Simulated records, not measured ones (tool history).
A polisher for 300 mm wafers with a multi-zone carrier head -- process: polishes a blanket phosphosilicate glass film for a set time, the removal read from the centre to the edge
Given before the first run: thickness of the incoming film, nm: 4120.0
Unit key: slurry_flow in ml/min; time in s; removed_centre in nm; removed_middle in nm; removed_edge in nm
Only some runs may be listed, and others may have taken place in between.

run    day  slurry_flow  centre_zone  middle_zone  edge_zone  slurry_solids  time  removed_centre  removed_middle  removed_edge
  1  0.000          280         1.00         1.00       1.00           1.00    81          974.05          947.83       1018.50
  2  0.096          280         1.00         1.08       1.00           1.00    81          956.47          994.47        988.07
  3  0.142          225         1.00         1.08       1.00           1.00    81          919.91          942.23        963.64
  4  0.496          225         1.00         1.08       1.00           1.20    81          988.29         1040.00       1029.60
  5  0.600          225         1.00         1.08       1.00           1.35    81         1054.40         1083.60       1073.30
  6  0.692          185         1.00         1.08       1.00           1.35    81         1011.20         1040.30       1025.90
  7  0.775          180         1.01         1.07       0.97           1.15    77          902.76          943.27        958.19
  8  1.067          225         1.04         1.08       0.98           1.00    69          831.70          813.42        809.80
  9  1.396          235         1.04         1.08       0.98           0.90    65          741.09          743.58        743.34
 10  1.679          240         1.05         1.08       0.97           0.80    63          697.79          695.81        649.79

The next listed run, before its measurement:
 11  1.938          230         1.04         1.05       0.96           0.75    63               ?               ?             ?

{"run 11": {"removed_centre": 660.95, "removed_middle": 660.89, "removed_edge": 628.44}}
